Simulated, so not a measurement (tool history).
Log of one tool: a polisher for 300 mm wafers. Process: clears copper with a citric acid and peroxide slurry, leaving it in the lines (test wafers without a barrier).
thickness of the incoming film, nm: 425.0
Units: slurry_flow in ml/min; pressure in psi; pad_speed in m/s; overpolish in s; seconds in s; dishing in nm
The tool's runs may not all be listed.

run,day,slurry_flow,pressure,pad_speed,slurry_solids,overpolish,seconds,dishing
1,0.000,225,3.6,1.30,1.0,27,135.98,51.654
2,0.283,225,3.6,1.30,1.0,31,136.15,58.368
3,0.592,225,2.7,1.30,1.0,31,162.69,51.012
4,0.642,225,2.4,1.18,1.0,34,197.50,47.479
5,0.942,225,2.2,1.12,1.0,36,214.20,45.189
6,1.075,225,2.0,1.08,1.0,39,242.25,46.020
7,1.383,225,2.0,1.08,1.0,39,233.93,46.089

Forecast run 8:
8,1.567,225,2.0,1.08,1.0,39,?,?

Run 8 gave seconds 234.32 s, dishing 43.839 nm.

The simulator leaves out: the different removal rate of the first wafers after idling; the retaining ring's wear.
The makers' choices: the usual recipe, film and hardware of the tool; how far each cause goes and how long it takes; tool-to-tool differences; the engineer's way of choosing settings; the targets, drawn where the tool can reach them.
